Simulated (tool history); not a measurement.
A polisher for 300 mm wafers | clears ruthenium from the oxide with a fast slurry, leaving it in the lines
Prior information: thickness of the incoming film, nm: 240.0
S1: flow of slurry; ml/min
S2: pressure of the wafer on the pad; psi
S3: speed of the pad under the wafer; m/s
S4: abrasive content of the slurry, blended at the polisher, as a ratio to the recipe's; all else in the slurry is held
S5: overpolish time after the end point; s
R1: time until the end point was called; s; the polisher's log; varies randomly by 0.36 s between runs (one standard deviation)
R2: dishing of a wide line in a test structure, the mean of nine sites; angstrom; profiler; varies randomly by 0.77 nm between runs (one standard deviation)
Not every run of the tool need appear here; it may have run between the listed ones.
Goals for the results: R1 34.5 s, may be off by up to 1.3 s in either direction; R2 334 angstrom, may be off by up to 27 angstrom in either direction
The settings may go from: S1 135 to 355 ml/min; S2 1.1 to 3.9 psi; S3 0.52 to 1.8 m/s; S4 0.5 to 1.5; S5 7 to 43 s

run	hour	S1	S2	S3	S4	S5	R1	R2
1	0	225	2.5	1.16	1	22	52.956	598.66
2	7.3	225	2.7	1.16	1	19	49.873	553.64
3	14.2	225	3	1.14	1	16	45.498	517.98
4	16	225	3.2	1.12	1	14	44.706	479.65
5	24.4	225	3.2	1.28	1	14	39.196	529.38
6	32.5	225	3.4	1.26	1	12	38.013	513.51
7	34.3	230	3.5	1.18	1.1	11	37.11	480.74
8	36.9	260	3.6	1.1	1.2	10	35.996	418.73
9	42	275	3.6	1.1	1.2	9	36.935	408.15
10	46.4	210	3.6	1.1	1.2	7	37.406	308.15
11	50.7	215	3.6	1.1	1.2	7	37.399	309.42
12	57.3	220	3.6	1.1	1.2	7	37.724	303.4
13	63.7	225	3.6	1.1	1.2	7	37.535	313.29
14	65.5	230	3.6	1.1	1.2	7	37.223	316.89

Next run, 4 choices. One meets every target within its allowed miss, the rest don't. Which?
A	67.3	265	3.7	1.14	1.2	7	?	?
B	67.3	220	3.7	1.14	1.25	8	?	?
C	67.3	170	3.8	1.16	1.5	9	?	?
D	67.3	195	3.6	1.2	1.2	9	?	?

move	R1	R2
A	34.843	327.42
B	34.935	366.33
C	32.301	431.43
D	35.294	401
A: each result inside its tolerance
B: corrects the largest miss of the last run, while another result sits out of spec
C: pushes the last run's worst result past its target
D: corrects the largest miss of the last run, while another result sits out of spec
The move that meets every target is A.
